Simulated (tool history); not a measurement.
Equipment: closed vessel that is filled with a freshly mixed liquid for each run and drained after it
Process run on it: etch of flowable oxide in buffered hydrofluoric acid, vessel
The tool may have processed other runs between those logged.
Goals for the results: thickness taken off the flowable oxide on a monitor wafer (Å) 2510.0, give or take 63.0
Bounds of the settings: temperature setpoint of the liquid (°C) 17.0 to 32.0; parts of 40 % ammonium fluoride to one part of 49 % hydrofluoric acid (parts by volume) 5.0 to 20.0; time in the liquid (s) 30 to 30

run	hour	temperature setpoint of the liquid (°C)	parts of 40 % ammonium fluoride to one part of 49 % hydrofluoric acid (parts by volume)	time in the liquid (s)	thickness taken off the flowable oxide on a monitor wafer (Å)
1	0.0	24.0	12.0	30	1231.0
2	8.5	26.5	11.0	30	1535.4
3	12.2	28.0	10.5	30	1734.6
4	21.1	25.0	10.5	30	1483.1
5	24.1	27.0	10.0	30	1743.9
6	26.0	28.5	9.5	30	1933.4
7	27.9	29.5	9.0	30	2103.3
8	29.1	32.0	8.0	30	2727.0
9	37.1	32.0	8.0	30	2710.8
10	37.9	31.5	8.0	30	2656.8
11	43.2	31.0	8.0	30	2583.9

Which single option among these 4 for the next run brings every result within its allowed miss of target? Just one does.
A	48.5	31.0	8.5	30	?
B	48.5	26.5	7.0	30	?
C	48.5	30.5	8.0	30	?
D	48.5	30.5	7.5	30	?

move	thickness taken off the flowable oxide on a monitor wafer (Å)
A	2412.9
B	2346.6
C	2510.2
D	2691.5
A: the result that was furthest off in the last run now lies on the other side of its target
B: the result that was furthest off in the last run now lies on the other side of its target
C: every result within its allowed miss
D: further off than the last run
Go with C: it meets all targets.

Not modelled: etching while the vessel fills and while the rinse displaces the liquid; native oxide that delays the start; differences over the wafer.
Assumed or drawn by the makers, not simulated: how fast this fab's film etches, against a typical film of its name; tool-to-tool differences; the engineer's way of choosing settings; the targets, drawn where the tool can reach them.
